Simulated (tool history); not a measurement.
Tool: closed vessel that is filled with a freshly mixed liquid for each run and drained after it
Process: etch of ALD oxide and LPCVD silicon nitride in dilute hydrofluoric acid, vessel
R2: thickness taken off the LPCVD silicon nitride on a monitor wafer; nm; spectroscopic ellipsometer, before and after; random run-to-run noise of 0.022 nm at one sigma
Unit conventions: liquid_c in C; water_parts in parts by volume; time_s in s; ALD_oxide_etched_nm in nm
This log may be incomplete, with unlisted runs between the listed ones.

run 1 day=0.000 | liquid_c=23.0 water_parts=105 time_s=280 | ALD_oxide_etched_nm=28.665 R2=1.28710
run 2 day=0.292 | liquid_c=23.0 water_parts=105 time_s=220 | ALD_oxide_etched_nm=22.418 R2=0.99918
run 3 day=0.658 | liquid_c=23.5 water_parts=110 time_s=220 | ALD_oxide_etched_nm=21.567 R2=0.96912
run 4 day=0.871 | liquid_c=23.5 water_parts=145 time_s=220 | ALD_oxide_etched_nm=15.846 R2=0.75237
run 5 day=1.029 | liquid_c=24.0 water_parts=140 time_s=215 | ALD_oxide_etched_nm=16.440 R2=0.78156
run 6 day=1.304 | liquid_c=24.0 water_parts=170 time_s=215 | ALD_oxide_etched_nm=13.149 R2=0.60721
run 7 day=1.538 | liquid_c=24.5 water_parts=155 time_s=215 | ALD_oxide_etched_nm=14.915 R2=0.71980
run 8 day=1.721 | liquid_c=24.5 water_parts=145 time_s=215 | ALD_oxide_etched_nm=16.097 R2=0.78422
run 9 day=1.792 | liquid_c=24.5 water_parts=135 time_s=215 | ALD_oxide_etched_nm=17.706 R2=0.85865
run 10 day=1.942 | liquid_c=24.5 water_parts=130 time_s=215 | ALD_oxide_etched_nm=18.216 R2=0.88754

Run 11, settings as shown, results not yet in. Your forecast:
run 11 day=2.133 | liquid_c=24.5 water_parts=125 time_s=215 | ALD_oxide_etched_nm=? R2=?

Run 11 came out at ALD_oxide_etched_nm 19.169 nm, R2 0.92924 nm.
